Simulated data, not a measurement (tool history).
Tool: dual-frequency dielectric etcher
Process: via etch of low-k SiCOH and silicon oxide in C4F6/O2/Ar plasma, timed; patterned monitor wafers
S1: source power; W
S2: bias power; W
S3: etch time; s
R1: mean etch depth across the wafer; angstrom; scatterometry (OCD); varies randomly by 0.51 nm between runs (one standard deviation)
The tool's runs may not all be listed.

{"run": 1, "day": 0.0, "S1": 300, "S2": 213, "S3": 54, "R1": 1448.9}
{"run": 2, "day": 0.325, "S1": 290, "S2": 212, "S3": 54, "R1": 1423.8}
{"run": 3, "day": 0.558, "S1": 290, "S2": 198, "S3": 54, "R1": 1399.4}
{"run": 4, "day": 0.688, "S1": 280, "S2": 198, "S3": 54, "R1": 1387.1}
{"run": 5, "day": 0.717, "S1": 330, "S2": 198, "S3": 54, "R1": 1464.6}
{"run": 6, "day": 1.054, "S1": 320, "S2": 197, "S3": 54, "R1": 1446.8}
{"day": 1.371, "done": "source power generator calibrated"}
{"run": 7, "day": 1.371, "S1": 310, "S2": 196, "S3": 54, "R1": 1446.3}

What will run 8 give?
{"run": 8, "day": 1.408, "S1": 300, "S2": 195, "S3": 54, "R1": "?"}

R1: 1428.9 angstrom
